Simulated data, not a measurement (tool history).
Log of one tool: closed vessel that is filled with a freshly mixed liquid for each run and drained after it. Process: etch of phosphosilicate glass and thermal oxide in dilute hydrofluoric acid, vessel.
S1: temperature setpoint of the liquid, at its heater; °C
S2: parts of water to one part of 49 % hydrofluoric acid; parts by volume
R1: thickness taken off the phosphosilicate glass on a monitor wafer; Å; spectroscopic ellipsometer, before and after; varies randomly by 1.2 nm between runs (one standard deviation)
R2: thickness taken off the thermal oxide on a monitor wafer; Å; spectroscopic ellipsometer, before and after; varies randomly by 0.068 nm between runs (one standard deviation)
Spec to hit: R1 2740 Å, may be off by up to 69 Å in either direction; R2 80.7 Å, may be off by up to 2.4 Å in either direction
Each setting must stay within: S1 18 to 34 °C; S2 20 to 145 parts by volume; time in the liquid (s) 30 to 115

Run 1, hour 0: S1 26 °C, S2 80 parts by volume, time in the liquid (s) 60. Result: R1 1397.7 Å, R2 41.352 Å.
Run 2, hour 8.8: S1 24 °C, S2 80 parts by volume, time in the liquid (s) 60. Result: R1 1281 Å, R2 37.906 Å.
Run 3, hour 10.4: S1 27 °C, S2 75 parts by volume, time in the liquid (s) 60. Result: R1 1564.8 Å, R2 45.523 Å.
Run 4, hour 12.3: S1 27 °C, S2 75 parts by volume, time in the liquid (s) 80. Result: R1 2066.4 Å, R2 61.658 Å.
Run 5, hour 18.6: S1 29 °C, S2 75 parts by volume, time in the liquid (s) 80. Result: R1 2235.7 Å, R2 67.05 Å.
Run 6, hour 23.3: S1 29 °C, S2 50 parts by volume, time in the liquid (s) 80. Result: R1 3497 Å, R2 103.09 Å.
Run 7, hour 28: S1 27.5 °C, S2 50 parts by volume, time in the liquid (s) 80. Result: R1 3289.6 Å, R2 98.035 Å.
Run 8, hour 28.9: S1 26.5 °C, S2 50 parts by volume, time in the liquid (s) 80. Result: R1 3159.5 Å, R2 92.759 Å.
Run 9, hour 37.2: S1 25.5 °C, S2 50 parts by volume, time in the liquid (s) 80. Result: R1 3053.5 Å, R2 88.905 Å.

Pick the move, out of 5, that brings all results within their allowed miss; only one does.
Run A, hour 45.5: S1 21 °C, S2 25 parts by volume, time in the liquid (s) 45. Result: R1 ?, R2 ?.
Run B, hour 45.5: S1 24 °C, S2 55 parts by volume, time in the liquid (s) 85. Result: R1 ?, R2 ?.
Run C, hour 45.5: S1 25.5 °C, S2 40 parts by volume, time in the liquid (s) 60. Result: R1 ?, R2 ?.
Run D, hour 45.5: S1 33.5 °C, S2 80 parts by volume, time in the liquid (s) 95. Result: R1 ?, R2 ?.
Run E, hour 45.5: S1 22 °C, S2 40 parts by volume, time in the liquid (s) 70. Result: R1 ?, R2 ?.

move      R1      R2
   A  2923.7   86.22
   B  2739.4  80.785
   C  2885.5  85.094
   D  2940.4  86.714
   E  2910.6  85.834
A: nearer than the last run, and not there yet
B: hits every target within its allowed miss
C: nearer than the last run, and not there yet
D: nearer than the last run, and not there yet
E: nearer than the last run, and not there yet
The right move is B.
